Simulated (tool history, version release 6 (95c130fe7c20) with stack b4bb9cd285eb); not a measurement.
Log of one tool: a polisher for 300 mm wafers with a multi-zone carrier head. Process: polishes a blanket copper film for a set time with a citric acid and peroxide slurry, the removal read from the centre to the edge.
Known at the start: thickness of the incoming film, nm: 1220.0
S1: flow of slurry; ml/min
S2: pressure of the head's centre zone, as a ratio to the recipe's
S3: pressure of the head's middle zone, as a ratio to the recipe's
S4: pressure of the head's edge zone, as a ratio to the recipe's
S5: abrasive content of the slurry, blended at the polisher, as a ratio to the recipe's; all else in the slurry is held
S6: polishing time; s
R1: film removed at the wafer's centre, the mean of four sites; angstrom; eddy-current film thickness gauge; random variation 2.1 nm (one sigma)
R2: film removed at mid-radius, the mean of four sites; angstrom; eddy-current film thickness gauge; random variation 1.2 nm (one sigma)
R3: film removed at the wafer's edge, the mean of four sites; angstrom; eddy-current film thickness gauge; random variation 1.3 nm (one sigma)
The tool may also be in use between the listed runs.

run 1 hour=0.0 | S1=230 S2=1.00 S3=1.00 S4=1.00 S5=1.00 S6=68 | R1=999.82 R2=1088.3 R3=1126.2
run 2 hour=7.4 | S1=235 S2=1.02 S3=1.01 S4=1.01 S5=1.05 S6=68 | R1=1075.40 R2=1113.8 R3=1145.8
run 3 hour=13.4 | S1=240 S2=1.03 S3=1.03 S4=1.02 S5=1.10 S6=68 | R1=1057.40 R2=1147.2 R3=1151.3
run 4 hour=21.0 | S1=240 S2=1.03 S3=1.03 S4=1.02 S5=1.30 S6=68 | R1=1124.60 R2=1196.9 R3=1222.4
run 5 hour=23.7 | S1=245 S2=1.05 S3=1.04 S4=1.03 S5=1.30 S6=68 | R1=1153.40 R2=1214.1 R3=1216.0
run 6 hour=29.9 | S1=250 S2=1.06 S3=1.05 S4=1.04 S5=1.30 S6=68 | R1=1158.40 R2=1222.3 R3=1241.1

Run 7 comes next. What will it give?
run 7 hour=34.1 | S1=255 S2=1.07 S3=1.06 S4=1.04 S5=1.30 S6=68 | R1=? R2=? R3=?

{"run 7": {"R1": 1158.9, "R2": 1231.1, "R3": 1241.9}}

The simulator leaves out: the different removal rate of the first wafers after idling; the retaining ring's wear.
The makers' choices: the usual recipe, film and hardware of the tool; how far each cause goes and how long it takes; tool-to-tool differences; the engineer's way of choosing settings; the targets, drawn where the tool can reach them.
